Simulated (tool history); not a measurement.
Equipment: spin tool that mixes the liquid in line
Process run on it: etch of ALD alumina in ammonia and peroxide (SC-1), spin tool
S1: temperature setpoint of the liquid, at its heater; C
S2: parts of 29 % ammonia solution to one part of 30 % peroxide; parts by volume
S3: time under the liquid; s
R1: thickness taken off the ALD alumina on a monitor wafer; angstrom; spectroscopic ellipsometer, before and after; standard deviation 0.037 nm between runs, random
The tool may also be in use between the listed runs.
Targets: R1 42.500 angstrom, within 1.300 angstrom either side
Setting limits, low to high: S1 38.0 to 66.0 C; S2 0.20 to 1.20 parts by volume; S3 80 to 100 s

run,hour,S1,S2,S3,R1
1,0.0,50.0,0.80,100,29.831
2,3.9,51.0,0.80,100,31.592
3,12.6,51.0,0.80,100,31.886
4,15.2,52.0,0.80,100,33.165
5,16.8,52.0,0.65,100,32.754
6,25.0,52.0,0.90,100,33.551
7,26.0,53.0,0.90,100,35.418
8,29.6,57.0,0.90,100,43.766

Below are 4 possible settings for the next run. Only one of them brings all results inside the allowed miss of their targets. Which is it?
A,33.2,60.5,1.05,80,?
B,33.2,62.5,0.65,80,?
C,33.2,57.0,1.10,100,?
D,33.2,58.0,0.85,100,?

move,R1
A,43.132
B,45.631
C,45.184
D,46.458
A: all results in spec
B: the biggest miss grows against the last run
C: the biggest miss grows against the last run
D: the biggest miss grows against the last run
A is the move that brings every result within its allowed miss.
